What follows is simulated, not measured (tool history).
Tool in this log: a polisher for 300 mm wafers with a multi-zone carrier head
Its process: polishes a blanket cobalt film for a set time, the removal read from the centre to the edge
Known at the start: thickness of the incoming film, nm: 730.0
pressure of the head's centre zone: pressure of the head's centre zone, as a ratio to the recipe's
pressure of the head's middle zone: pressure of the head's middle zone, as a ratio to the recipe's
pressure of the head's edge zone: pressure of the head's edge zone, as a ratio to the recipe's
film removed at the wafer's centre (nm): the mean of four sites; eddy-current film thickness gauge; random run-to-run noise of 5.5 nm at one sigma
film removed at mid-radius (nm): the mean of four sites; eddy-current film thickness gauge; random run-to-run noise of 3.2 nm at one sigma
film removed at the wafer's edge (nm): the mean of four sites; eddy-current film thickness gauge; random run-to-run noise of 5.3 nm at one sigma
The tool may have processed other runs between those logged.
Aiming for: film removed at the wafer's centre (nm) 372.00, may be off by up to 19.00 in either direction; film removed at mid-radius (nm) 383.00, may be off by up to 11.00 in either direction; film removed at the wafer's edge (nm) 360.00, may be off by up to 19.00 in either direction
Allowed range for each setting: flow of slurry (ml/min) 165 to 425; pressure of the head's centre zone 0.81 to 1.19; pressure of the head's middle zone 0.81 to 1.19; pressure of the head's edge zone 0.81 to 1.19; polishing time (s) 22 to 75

run  hour  flow of slurry (ml/min)  pressure of the head's centre zone  pressure of the head's middle zone  pressure of the head's edge zone  polishing time (s)  film removed at the wafer's centre (nm)  film removed at mid-radius (nm)  film removed at the wafer's edge (nm)
  1   0.0                      275                                1.00                                1.00                              1.00                  48                                   303.45                           305.29                                 312.10
  2   2.5                      275                                1.00                                0.92                              1.00                  48                                   308.46                           289.00                                 302.14
  3  10.3                      275                                1.00                                0.99                              1.00                  48                                   315.16                           308.80                                 306.88
  4  11.5                      275                                1.00                                0.99                              1.00                  53                                   336.76                           335.86                                 340.51
  5  18.2                      280                                1.01                                1.01                              0.99                  53                                   344.36                           345.29                                 347.60
  6  23.0                      290                                1.02                                1.03                              0.98                  53                                   358.00                           348.29                                 339.84
  7  30.2                      295                                1.02                                1.05                              0.99                  53                                   350.47                           358.72                                 348.20
  8  33.1                      300                                1.03                                1.06                              0.99                  53                                   351.71                           357.71                                 341.38
  9  40.3                      300                                1.03                                1.07                              0.99                  54                                   360.41                           368.67                                 358.32
 10  43.2                      305                                1.03                                1.08                              0.98                  54                                   361.75                           371.40                                 350.70

Pick the move, out of 5, that brings all results within their allowed miss; only one does.
  A  46.1                      325                                1.16                                0.97                              0.99                  55                                        ?                                ?                                      ?
  B  46.1                      315                                0.97                                1.19                              0.95                  51                                        ?                                ?                                      ?
  C  46.1                      375                                1.04                                0.82                              1.13                  60                                        ?                                ?                                      ?
  D  46.1                      350                                1.14                                1.02                              0.91                  58                                        ?                                ?                                      ?
  E  46.1                      195                                1.07                                1.11                              1.00                  58                                        ?                                ?                                      ?

move  film removed at the wafer's centre (nm)  film removed at mid-radius (nm)  film removed at the wafer's edge (nm)
   A                                   413.63                           351.80                                 358.58
   B                                   334.91                           374.42                                 324.58
   C                                   420.71                           348.71                                 422.24
   D                                   433.60                           386.16                                 365.02
   E                                   384.77                           383.47                                 363.07
A: misses by more than the last run did
B: gets the furthest-off result to its target, but another result is out of tolerance
C: misses by more than the last run did
D: gets the furthest-off result to its target, but another result is out of tolerance
E: each result inside its tolerance
The move that meets every target is E.
